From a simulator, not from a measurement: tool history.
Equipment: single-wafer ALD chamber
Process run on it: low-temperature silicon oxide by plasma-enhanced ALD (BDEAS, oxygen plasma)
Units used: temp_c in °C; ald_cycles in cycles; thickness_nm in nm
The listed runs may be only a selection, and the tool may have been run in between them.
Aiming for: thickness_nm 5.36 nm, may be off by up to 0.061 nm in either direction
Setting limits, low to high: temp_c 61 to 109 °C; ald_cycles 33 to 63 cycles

{"run": 1, "hour": 0.0, "temp_c": 85, "ald_cycles": 48, "thickness_nm": 7.0822}
{"run": 2, "hour": 4.7, "temp_c": 88, "ald_cycles": 46, "thickness_nm": 6.7082}
{"run": 3, "hour": 5.8, "temp_c": 88, "ald_cycles": 52, "thickness_nm": 7.5453}
{"run": 4, "hour": 14.2, "temp_c": 88, "ald_cycles": 47, "thickness_nm": 6.8394}
{"run": 5, "hour": 18.9, "temp_c": 91, "ald_cycles": 46, "thickness_nm": 6.5995}
{"run": 6, "hour": 25.5, "temp_c": 94, "ald_cycles": 45, "thickness_nm": 6.3896}
{"run": 7, "hour": 34.5, "temp_c": 96, "ald_cycles": 44, "thickness_nm": 6.2115}
{"hour": 36.6, "done": "thermocouple changed; heater temperature recalibrated"}
{"run": 8, "hour": 36.6, "temp_c": 98, "ald_cycles": 43, "thickness_nm": 6.0955}
{"run": 9, "hour": 39.8, "temp_c": 99, "ald_cycles": 42, "thickness_nm": 5.9264}
{"run": 10, "hour": 46.9, "temp_c": 100, "ald_cycles": 41, "thickness_nm": 5.7855}
{"run": 11, "hour": 54.0, "temp_c": 109, "ald_cycles": 38, "thickness_nm": 5.2782}
{"run": 12, "hour": 62.0, "temp_c": 108, "ald_cycles": 38, "thickness_nm": 5.2798}

Below are 4 possible settings for the next run. Only one of them brings all results inside the allowed miss of their targets. Which is it?
{"run": "A", "hour": 70.0, "temp_c": 103, "ald_cycles": 37, "thickness_nm": "?"}
{"run": "B", "hour": 70.0, "temp_c": 101, "ald_cycles": 38, "thickness_nm": "?"}
{"run": "C", "hour": 70.0, "temp_c": 105, "ald_cycles": 37, "thickness_nm": "?"}
{"run": "D", "hour": 70.0, "temp_c": 102, "ald_cycles": 37, "thickness_nm": "?"}

move=A thickness_nm=5.16
move=B thickness_nm=5.3215
move=C thickness_nm=5.1385
move=D thickness_nm=5.1707
A: the biggest miss grows against the last run
B: meets every target
C: the biggest miss grows against the last run
D: the biggest miss grows against the last run
Correct choice: B, which meets every target
